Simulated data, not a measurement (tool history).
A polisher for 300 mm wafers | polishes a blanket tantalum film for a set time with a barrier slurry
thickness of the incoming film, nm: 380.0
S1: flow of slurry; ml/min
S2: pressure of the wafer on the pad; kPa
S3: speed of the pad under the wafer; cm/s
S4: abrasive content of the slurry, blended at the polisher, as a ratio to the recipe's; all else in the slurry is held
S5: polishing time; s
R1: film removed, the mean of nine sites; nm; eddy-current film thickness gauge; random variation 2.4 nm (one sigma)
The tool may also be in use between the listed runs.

run,hour,S1,S2,S3,S4,S5,R1
1,0,215,12.4,108,1,96,178.26
2,4.1,220,13.8,108,1,96,198.07
3,11.5,220,13.8,88,1,96,164.09
4,17.9,220,13.8,104,1,96,191.41
5,21.8,220,14.5,104,1,96,201.3
6,24.9,220,15.2,104,1,96,211.75
7,25.5,225,15.9,104,1,96,219.17

Forecast run 8:
8,30.7,225,15.9,104,1,96,?

Run 8 gave R1 224.43 nm.

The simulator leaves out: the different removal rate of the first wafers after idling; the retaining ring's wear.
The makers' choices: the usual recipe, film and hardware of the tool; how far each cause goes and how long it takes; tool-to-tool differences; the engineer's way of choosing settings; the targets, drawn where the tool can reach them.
